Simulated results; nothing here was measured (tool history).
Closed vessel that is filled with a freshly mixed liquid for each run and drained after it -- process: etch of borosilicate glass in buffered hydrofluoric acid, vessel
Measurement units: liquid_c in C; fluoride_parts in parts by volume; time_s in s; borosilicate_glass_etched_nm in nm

run 1 hour=0 | liquid_c=23 fluoride_parts=18 time_s=30 | borosilicate_glass_etched_nm=22.309
run 2 hour=5.1 | liquid_c=23 fluoride_parts=18 time_s=30 | borosilicate_glass_etched_nm=21.925
run 3 hour=14.1 | liquid_c=21.5 fluoride_parts=18 time_s=30 | borosilicate_glass_etched_nm=20.874
run 4 hour=15 | liquid_c=21.5 fluoride_parts=13.5 time_s=30 | borosilicate_glass_etched_nm=27.056
run 5 hour=20.8 | liquid_c=23.5 fluoride_parts=13.5 time_s=30 | borosilicate_glass_etched_nm=30.189
run 6 hour=22 | liquid_c=22 fluoride_parts=14.5 time_s=30 | borosilicate_glass_etched_nm=25.879
run 7 hour=26.9 | liquid_c=21 fluoride_parts=15.5 time_s=30 | borosilicate_glass_etched_nm=23.376
run 8 hour=30.7 | liquid_c=20 fluoride_parts=16.5 time_s=30 | borosilicate_glass_etched_nm=20.636
run 9 hour=35.9 | liquid_c=19.5 fluoride_parts=17 time_s=30 | borosilicate_glass_etched_nm=19.221
run 10 hour=40.8 | liquid_c=19 fluoride_parts=17.5 time_s=30 | borosilicate_glass_etched_nm=18.585

Run 11 is up next; what results do you expect?
run 11 hour=48.6 | liquid_c=18.5 fluoride_parts=18 time_s=30 | borosilicate_glass_etched_nm=?

{"run 11": {"borosilicate_glass_etched_nm": 17.586}}
